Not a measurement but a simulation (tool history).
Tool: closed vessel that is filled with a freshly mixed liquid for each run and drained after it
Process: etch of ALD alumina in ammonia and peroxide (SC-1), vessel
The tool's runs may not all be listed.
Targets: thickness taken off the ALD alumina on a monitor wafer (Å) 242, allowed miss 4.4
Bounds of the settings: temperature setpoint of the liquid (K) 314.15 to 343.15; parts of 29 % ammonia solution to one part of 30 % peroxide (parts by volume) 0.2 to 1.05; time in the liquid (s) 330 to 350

run    day  temperature setpoint of the liquid (K)  parts of 29 % ammonia solution to one part of 30 % peroxide (parts by volume)  time in the liquid (s)  thickness taken off the ALD alumina on a monitor wafer (Å)
  1      0                                  330.15                                                                           0.55                     330                                                      201.85
  2  0.371                                  330.65                                                                           0.55                     330                                                      208.78
  3  0.742                                  331.15                                                                           0.55                     330                                                      212.39
  4  1.067                                  331.65                                                                           0.55                     330                                                         219
  5  1.321                                  324.65                                                                           0.55                     330                                                      150.95
  6  1.588                                  318.65                                                                           0.55                     330                                                      108.15
  7  1.792                                  320.15                                                                           0.55                     330                                                         118
  8  1.925                                  321.65                                                                           0.55                     330                                                      128.85
  9  2.254                                  322.65                                                                           0.55                     330                                                      135.26
 10  2.546                                  323.65                                                                           0.55                     330                                                      143.09
 11  2.733                                  331.65                                                                           0.55                     330                                                      219.75
 12  2.925                                  332.65                                                                           0.55                     330                                                      229.46
 13  3.283                                  333.15                                                                           0.55                     330                                                      236.37

Which of these 4 next moves meets every target?
  A  3.642                                  332.65                                                                           0.45                     350                                                           ?
  B  3.642                                  331.15                                                                            0.6                     350                                                           ?
  C  3.642                                  330.65                                                                            0.8                     350                                                           ?
  D  3.642                                  332.65                                                                            0.5                     335                                                           ?

move  thickness taken off the ALD alumina on a monitor wafer (Å)
   A                                                      241.07
   B                                                      229.21
   C                                                      229.49
   D                                                      233.05
A: meets every target
B: further off than the last run
C: further off than the last run
D: further off than the last run
The right move is A.
